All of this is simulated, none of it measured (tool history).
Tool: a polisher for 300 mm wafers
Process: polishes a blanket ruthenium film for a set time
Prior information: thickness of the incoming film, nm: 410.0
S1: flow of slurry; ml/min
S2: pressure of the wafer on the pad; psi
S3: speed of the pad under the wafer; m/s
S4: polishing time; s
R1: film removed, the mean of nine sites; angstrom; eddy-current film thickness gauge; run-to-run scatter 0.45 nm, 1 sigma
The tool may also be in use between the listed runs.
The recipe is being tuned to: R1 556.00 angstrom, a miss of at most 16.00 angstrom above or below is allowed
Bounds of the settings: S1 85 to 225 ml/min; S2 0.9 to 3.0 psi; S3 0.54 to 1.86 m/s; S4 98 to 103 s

| run | day | S1 | S2 | S3 | S4 | R1 |
|---|---|---|---|---|---|---|
| 1 | 0.000 | 145 | 1.9 | 1.18 | 98 | 1112.00 |
| 2 | 0.171 | 145 | 1.9 | 1.18 | 103 | 1171.50 |
| 3 | 0.354 | 140 | 1.8 | 1.16 | 103 | 1113.80 |
| 4 | 0.542 | 140 | 1.7 | 1.12 | 103 | 1014.00 |
| 5 | 0.608 | 140 | 1.7 | 1.02 | 103 | 945.83 |
| 6 | 0.867 | 170 | 1.7 | 1.02 | 103 | 985.88 |
| 7 | 0.896 | 165 | 1.6 | 1.00 | 103 | 899.41 |
| 8 | 1.208 | 160 | 1.5 | 0.98 | 103 | 843.13 |
| 9 | 1.383 | 155 | 1.4 | 0.96 | 103 | 785.01 |
| 10 | 1.500 | 150 | 1.3 | 0.96 | 103 | 725.42 |
| 11 | 1.558 | 145 | 1.3 | 0.96 | 103 | 741.29 |
| 12 | 1.633 | 145 | 1.3 | 0.94 | 103 | 717.86 |
| 13 | 1.800 | 140 | 1.3 | 0.94 | 103 | 726.21 |
| 14 | 1.842 | 140 | 1.1 | 0.90 | 103 | 612.17 |

Which one of the following 4 next-run settings gets every result inside its allowed miss? There is exactly one.
| A | 1.883 | 110 | 1.4 | 0.80 | 98 | ? |
| B | 1.883 | 100 | 1.1 | 1.04 | 98 | ? |
| C | 1.883 | 130 | 1.2 | 0.82 | 98 | ? |
| D | 1.883 | 140 | 1.0 | 0.98 | 99 | ? |

| move | R1 |
|---|---|
| A | 581.60 |
| B | 617.16 |
| C | 557.40 |
| D | 602.09 |
A: moves toward the targets from the last run without getting all of them in spec
B: its largest miss is bigger than the last run's
C: meets every target
D: moves toward the targets from the last run without getting all of them in spec
C is the move that brings every result within its allowed miss.
